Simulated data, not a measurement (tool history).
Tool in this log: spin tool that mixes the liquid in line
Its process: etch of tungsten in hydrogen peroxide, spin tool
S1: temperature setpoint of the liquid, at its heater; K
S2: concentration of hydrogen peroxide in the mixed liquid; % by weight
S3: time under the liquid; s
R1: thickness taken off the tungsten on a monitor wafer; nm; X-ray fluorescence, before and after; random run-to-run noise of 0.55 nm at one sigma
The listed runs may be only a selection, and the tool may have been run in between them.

run,hour,S1,S2,S3,R1
1,0.0,319.15,16.5,50,57.960
2,4.5,319.15,16.5,55,63.888
3,10.6,321.15,16.5,55,71.929
4,11.7,322.65,16.5,55,79.372
5,19.4,322.65,14.0,55,73.163
6,24.8,324.15,14.0,55,80.203
7,33.0,325.15,14.0,55,84.346
8,38.5,325.65,14.0,55,87.852
9,40.7,326.15,14.0,55,90.426

Run 10 comes next. What will it give?
10,47.5,326.65,14.0,55,?

R1: 92.496 nm

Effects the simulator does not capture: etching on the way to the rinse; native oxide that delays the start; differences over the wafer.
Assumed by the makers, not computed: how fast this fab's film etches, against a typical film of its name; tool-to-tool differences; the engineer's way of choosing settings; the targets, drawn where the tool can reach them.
